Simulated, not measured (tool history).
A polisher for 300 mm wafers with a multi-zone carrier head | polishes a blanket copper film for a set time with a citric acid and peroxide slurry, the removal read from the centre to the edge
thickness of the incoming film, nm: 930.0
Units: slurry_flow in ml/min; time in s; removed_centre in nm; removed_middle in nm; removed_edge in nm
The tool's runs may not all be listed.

run  hour  slurry_flow  centre_zone  middle_zone  edge_zone  slurry_solids  time  removed_centre  removed_middle  removed_edge
  1     0          245            1            1          1              1    33           98.72          98.381        97.698
  2   4.2          235         1.02         0.97       0.98           0.95    33          100.63          94.819        94.181
  3   8.1          225         1.03         0.94       0.98           0.95    33           100.4          91.422        95.212
  4    16          225         1.03         0.94       0.98           0.75    33           95.94          88.505        91.407
  5  23.6          225         1.03         0.86       0.98           0.75    33          95.465          81.968        89.592
  6  25.5          225         1.03         0.86       0.98           0.75    37          108.67            91.6        103.13

Run 7 comes next. What will it give?
  7  33.8          225         1.03         0.85       0.94            0.7    37               ?               ?             ?

{"run 7": {"removed_centre": 107.26, "removed_middle": 90.344, "removed_edge": 98.167}}
